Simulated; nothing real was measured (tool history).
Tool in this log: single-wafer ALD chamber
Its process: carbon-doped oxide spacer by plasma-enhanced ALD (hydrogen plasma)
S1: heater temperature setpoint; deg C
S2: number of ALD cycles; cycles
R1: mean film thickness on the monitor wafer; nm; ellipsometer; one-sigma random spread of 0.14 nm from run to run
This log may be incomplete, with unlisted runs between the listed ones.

run 1 hour=0.0 | S1=425 S2=625 | R1=26.935
run 2 hour=3.8 | S1=429 S2=625 | R1=26.364
run 3 hour=7.4 | S1=421 S2=648 | R1=28.134
run 4 hour=9.8 | S1=429 S2=648 | R1=27.386
run 5 hour=13.4 | S1=424 S2=648 | R1=27.985
run 6 hour=19.4 | S1=418 S2=665 | R1=29.205
run 7 hour=29.2 | S1=414 S2=680 | R1=30.259

Run 8 has not been measured yet. What should we expect?
run 8 hour=33.5 | S1=411 S2=690 | R1=?

{"run 8": {"R1": 31.126}}
